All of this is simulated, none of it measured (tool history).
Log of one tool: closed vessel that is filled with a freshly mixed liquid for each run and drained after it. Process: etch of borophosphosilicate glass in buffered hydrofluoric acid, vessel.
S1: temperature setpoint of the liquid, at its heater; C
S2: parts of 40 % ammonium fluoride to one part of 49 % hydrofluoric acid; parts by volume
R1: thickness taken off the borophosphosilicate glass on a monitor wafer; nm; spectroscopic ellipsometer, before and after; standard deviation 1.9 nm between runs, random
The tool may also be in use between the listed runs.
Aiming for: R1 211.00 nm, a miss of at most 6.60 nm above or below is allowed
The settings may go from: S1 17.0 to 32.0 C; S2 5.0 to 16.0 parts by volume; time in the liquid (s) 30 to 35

{"run": 1, "hour": 0.0, "S1": 25.0, "S2": 9.5, "time in the liquid (s)": 35, "R1": 103.64}
{"run": 2, "hour": 4.6, "S1": 27.0, "S2": 9.5, "time in the liquid (s)": 35, "R1": 115.81}
{"run": 3, "hour": 6.5, "S1": 27.5, "S2": 9.0, "time in the liquid (s)": 35, "R1": 124.63}
{"run": 4, "hour": 11.9, "S1": 28.0, "S2": 8.5, "time in the liquid (s)": 35, "R1": 132.98}
{"run": 5, "hour": 15.2, "S1": 31.0, "S2": 8.5, "time in the liquid (s)": 35, "R1": 156.61}
{"run": 6, "hour": 22.9, "S1": 29.0, "S2": 8.5, "time in the liquid (s)": 35, "R1": 140.66}
{"run": 7, "hour": 23.8, "S1": 32.0, "S2": 5.5, "time in the liquid (s)": 35, "R1": 253.03}
{"run": 8, "hour": 30.9, "S1": 31.5, "S2": 5.5, "time in the liquid (s)": 35, "R1": 246.1}
{"run": 9, "hour": 38.6, "S1": 31.0, "S2": 5.5, "time in the liquid (s)": 35, "R1": 239.43}
{"run": 10, "hour": 40.7, "S1": 30.5, "S2": 5.5, "time in the liquid (s)": 35, "R1": 234.22}
{"run": 11, "hour": 41.2, "S1": 30.0, "S2": 5.5, "time in the liquid (s)": 35, "R1": 224.81}
{"run": 12, "hour": 44.8, "S1": 29.5, "S2": 5.5, "time in the liquid (s)": 35, "R1": 220.1}

Which of these 5 next moves meets every target?
{"run": "A", "hour": 48.4, "S1": 30.5, "S2": 5.5, "time in the liquid (s)": 35, "R1": "?"}
{"run": "B", "hour": 48.4, "S1": 30.0, "S2": 5.5, "time in the liquid (s)": 35, "R1": "?"}
{"run": "C", "hour": 48.4, "S1": 30.0, "S2": 6.0, "time in the liquid (s)": 35, "R1": "?"}
{"run": "D", "hour": 48.4, "S1": 28.0, "S2": 5.0, "time in the liquid (s)": 35, "R1": "?"}
{"run": "E", "hour": 48.4, "S1": 28.5, "S2": 5.0, "time in the liquid (s)": 35, "R1": "?"}

move=A R1=234.65
move=B R1=228.68
move=C R1=212.09
move=D R1=223.95
move=E R1=229.86
A: further off than the last run
B: further off than the last run
C: in spec on every target
D: further off than the last run
E: further off than the last run
Correct choice: C, which meets every target
